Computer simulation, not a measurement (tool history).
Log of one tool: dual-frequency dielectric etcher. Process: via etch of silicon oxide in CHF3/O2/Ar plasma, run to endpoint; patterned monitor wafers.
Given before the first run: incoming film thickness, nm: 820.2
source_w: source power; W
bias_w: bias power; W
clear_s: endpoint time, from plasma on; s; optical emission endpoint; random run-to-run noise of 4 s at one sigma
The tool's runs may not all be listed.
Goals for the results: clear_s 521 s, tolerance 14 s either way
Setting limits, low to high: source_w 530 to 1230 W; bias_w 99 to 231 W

run	hour	source_w	bias_w	clear_s
1	0	880	165	395.22
2	0.9	740	165	433.15
3	2.2	740	177	421.8
4	8.9	620	177	458.45
5	12.2	620	191	451.76
6	19.8	700	191	424.88
7	24.9	660	179	446.27
8	27.2	630	169	467.18

Which of these 4 next moves meets every target?
A	29.5	710	161	?
B	29.5	580	121	?
C	29.5	820	176	?
D	29.5	740	212	?

move	clear_s
A	437.13
B	518.85
C	398.85
D	397.78
A: lands further from the targets than the last run did
B: every result within its allowed miss
C: lands further from the targets than the last run did
D: lands further from the targets than the last run did
Correct choice: B, which meets every target

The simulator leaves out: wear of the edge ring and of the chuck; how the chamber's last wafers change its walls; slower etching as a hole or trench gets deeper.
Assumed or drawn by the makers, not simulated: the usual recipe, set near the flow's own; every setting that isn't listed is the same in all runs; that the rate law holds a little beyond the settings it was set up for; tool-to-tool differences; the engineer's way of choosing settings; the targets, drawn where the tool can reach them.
